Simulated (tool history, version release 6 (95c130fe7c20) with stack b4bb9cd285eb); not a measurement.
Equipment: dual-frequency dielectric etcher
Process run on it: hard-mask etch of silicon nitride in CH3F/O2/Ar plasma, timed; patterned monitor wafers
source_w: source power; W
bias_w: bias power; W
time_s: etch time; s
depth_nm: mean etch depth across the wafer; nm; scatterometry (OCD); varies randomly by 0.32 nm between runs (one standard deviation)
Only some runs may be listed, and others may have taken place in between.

| run | hour | source_w | bias_w | time_s | depth_nm |
|---|---|---|---|---|---|
| 1 | 0 | 450 | 86 | 202 | 159.22 |
| 2 | 4.5 | 520 | 86 | 202 | 166.64 |
| 3 | 10.3 | 490 | 82 | 202 | 161.02 |
| 4 | 14 | 490 | 82 | 202 | 160.79 |
|  | 17.1 | wet clean of the chamber |
| 5 | 17.1 | 490 | 82 | 202 | 155.88 |
| 6 | 24.9 | 490 | 82 | 211 | 162.68 |

Run 7 is up next; what results do you expect?
| 7 | 33 | 400 | 64 | 207 | ? |

depth_nm: 138.51 nm

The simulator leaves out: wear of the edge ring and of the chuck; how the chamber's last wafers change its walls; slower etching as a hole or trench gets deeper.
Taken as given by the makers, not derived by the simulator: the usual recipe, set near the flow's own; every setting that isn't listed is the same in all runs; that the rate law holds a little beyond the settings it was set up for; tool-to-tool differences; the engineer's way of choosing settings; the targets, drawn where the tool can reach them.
